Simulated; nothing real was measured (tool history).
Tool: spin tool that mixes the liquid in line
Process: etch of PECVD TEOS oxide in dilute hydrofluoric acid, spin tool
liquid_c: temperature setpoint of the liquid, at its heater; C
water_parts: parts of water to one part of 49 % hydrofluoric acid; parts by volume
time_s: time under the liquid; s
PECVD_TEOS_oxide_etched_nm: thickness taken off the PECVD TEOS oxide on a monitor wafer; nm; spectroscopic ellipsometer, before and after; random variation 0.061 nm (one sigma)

run	hour	liquid_c	water_parts	time_s	PECVD_TEOS_oxide_etched_nm
1	0	23	165	80	9.0491
2	4.9	23	165	80	9.0216
3	10.3	24	165	80	9.367
4	16.9	25	165	80	9.7518
5	24.9	23	165	80	9.038
6	25.6	23	165	85	9.5799
7	31.2	23.5	165	85	9.8801
8	33.6	24	165	85	10.018
9	41.1	24.5	165	85	10.221

The next listed run, before its measurement:
10	47.7	25	165	85	?

{"run 10": {"PECVD_TEOS_oxide_etched_nm": 10.341}}
